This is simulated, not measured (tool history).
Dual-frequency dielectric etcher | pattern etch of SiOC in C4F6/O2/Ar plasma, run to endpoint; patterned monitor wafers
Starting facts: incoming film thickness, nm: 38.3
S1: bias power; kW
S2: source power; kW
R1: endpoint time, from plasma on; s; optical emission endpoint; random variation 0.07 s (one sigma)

run  hour     S1    S2      R1
  1     0   0.38  0.33  15.469
  2   2.3   0.38  0.36  14.742
  3   4.4  0.416  0.37  13.656
  4  13.3  0.447  0.37  13.195
  5    21  0.461  0.37  12.992
  6    23  0.473  0.37  12.731

Run 7 has not been measured yet. What should we expect?
  7  26.7  0.481  0.37   ?

Run 7 measured R1 12.687 s.
